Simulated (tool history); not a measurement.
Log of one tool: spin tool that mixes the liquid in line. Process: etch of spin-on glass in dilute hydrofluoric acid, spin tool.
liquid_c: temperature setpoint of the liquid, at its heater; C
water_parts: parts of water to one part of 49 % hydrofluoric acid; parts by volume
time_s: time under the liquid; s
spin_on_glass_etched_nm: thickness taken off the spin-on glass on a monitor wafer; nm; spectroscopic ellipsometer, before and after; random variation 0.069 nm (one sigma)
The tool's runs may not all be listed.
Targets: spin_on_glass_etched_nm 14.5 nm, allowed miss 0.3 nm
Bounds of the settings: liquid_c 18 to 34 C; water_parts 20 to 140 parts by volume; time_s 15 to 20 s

run 1 hour=0 | liquid_c=26 water_parts=75 time_s=20 | spin_on_glass_etched_nm=10.856
run 2 hour=8.9 | liquid_c=27 water_parts=75 time_s=20 | spin_on_glass_etched_nm=11.412
run 3 hour=17.3 | liquid_c=28 water_parts=75 time_s=20 | spin_on_glass_etched_nm=11.785
run 4 hour=19.7 | liquid_c=28 water_parts=50 time_s=20 | spin_on_glass_etched_nm=18.421
run 5 hour=27.4 | liquid_c=28 water_parts=50 time_s=15 | spin_on_glass_etched_nm=13.794
-- hour=30.5 thermometer replaced
run 6 hour=30.5 | liquid_c=30.5 water_parts=50 time_s=15 | spin_on_glass_etched_nm=13.955
run 7 hour=34.6 | liquid_c=30 water_parts=50 time_s=15 | spin_on_glass_etched_nm=13.733
run 8 hour=35.3 | liquid_c=29.5 water_parts=50 time_s=15 | spin_on_glass_etched_nm=13.515
run 9 hour=40 | liquid_c=29 water_parts=50 time_s=15 | spin_on_glass_etched_nm=13.119

Which of these 4 next moves meets every target?
run A hour=44.7 | liquid_c=27 water_parts=45 time_s=15 | spin_on_glass_etched_nm=?
run B hour=44.7 | liquid_c=27.5 water_parts=45 time_s=15 | spin_on_glass_etched_nm=?
run C hour=44.7 | liquid_c=34 water_parts=55 time_s=15 | spin_on_glass_etched_nm=?
run D hour=44.7 | liquid_c=25.5 water_parts=50 time_s=20 | spin_on_glass_etched_nm=?

move=A spin_on_glass_etched_nm=13.663
move=B spin_on_glass_etched_nm=13.941
move=C spin_on_glass_etched_nm=14.469
move=D spin_on_glass_etched_nm=15.32
A: nearer than the last run, and not there yet
B: nearer than the last run, and not there yet
C: meets every target
D: takes the result that was furthest off past its target
Move C is the one to make.
